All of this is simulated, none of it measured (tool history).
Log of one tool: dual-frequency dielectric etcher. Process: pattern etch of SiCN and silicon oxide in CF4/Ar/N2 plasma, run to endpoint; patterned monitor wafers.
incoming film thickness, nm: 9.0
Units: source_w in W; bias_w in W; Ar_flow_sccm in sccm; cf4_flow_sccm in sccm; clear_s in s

{"run": 1, "day": 0.0, "source_w": 380, "bias_w": 93, "Ar_flow_sccm": 119, "cf4_flow_sccm": 43, "clear_s": 12.483}
{"run": 2, "day": 0.042, "source_w": 380, "bias_w": 93, "Ar_flow_sccm": 119, "cf4_flow_sccm": 50, "clear_s": 12.068}
{"run": 3, "day": 0.408, "source_w": 380, "bias_w": 86, "Ar_flow_sccm": 119, "cf4_flow_sccm": 50, "clear_s": 12.7}
{"run": 4, "day": 0.446, "source_w": 370, "bias_w": 86, "Ar_flow_sccm": 119, "cf4_flow_sccm": 50, "clear_s": 12.956}
{"run": 5, "day": 0.779, "source_w": 370, "bias_w": 86, "Ar_flow_sccm": 119, "cf4_flow_sccm": 56, "clear_s": 12.795}
{"run": 6, "day": 0.858, "source_w": 370, "bias_w": 86, "Ar_flow_sccm": 119, "cf4_flow_sccm": 50, "clear_s": 12.982}
{"run": 7, "day": 1.158, "source_w": 360, "bias_w": 86, "Ar_flow_sccm": 119, "cf4_flow_sccm": 50, "clear_s": 13.332}

Run 8 comes next. What will it give?
{"run": 8, "day": 1.412, "source_w": 350, "bias_w": 86, "Ar_flow_sccm": 119, "cf4_flow_sccm": 50, "clear_s": "?"}

clear_s: 13.6 s
